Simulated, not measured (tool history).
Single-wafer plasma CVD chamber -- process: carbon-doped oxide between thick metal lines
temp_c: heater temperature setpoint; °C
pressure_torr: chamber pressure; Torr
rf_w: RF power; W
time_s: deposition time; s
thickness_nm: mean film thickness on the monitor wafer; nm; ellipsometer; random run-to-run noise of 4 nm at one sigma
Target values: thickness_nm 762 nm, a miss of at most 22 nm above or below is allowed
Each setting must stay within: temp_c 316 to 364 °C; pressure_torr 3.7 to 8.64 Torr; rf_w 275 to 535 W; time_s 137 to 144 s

run	hour	temp_c	pressure_torr	rf_w	time_s	thickness_nm
1	0	340	6.17	405	144	638.24
2	3.2	340	5.75	405	144	641.13
3	4.2	340	6.28	405	144	634.83
4	8.6	340	6.28	405	137	611.3
5	12.1	340	6.28	430	137	639.58
6	16.1	339	6.27	450	138	669.39
7	18.1	338	6.27	465	139	698.23
8	23.2	337	6.27	475	139	701.37
9	26.1	337	6.27	485	140	721.74
10	31.4	337	6.28	490	140	730.92

Consider the 4 candidate settings below. Which is the only one whose results all fall within their allowed miss of target?
A	36.7	348	6.7	465	142	?
B	36.7	341	6.41	460	144	?
C	36.7	337	7.08	475	137	?
D	36.7	329	6.37	530	137	?

move	thickness_nm
A	689.08
B	703.19
C	698.06
D	763.29
A: lands further from the targets than the last run did
B: lands further from the targets than the last run did
C: lands further from the targets than the last run did
D: hits every target within its allowed miss
So the answer is move D, the one that meets all the targets.
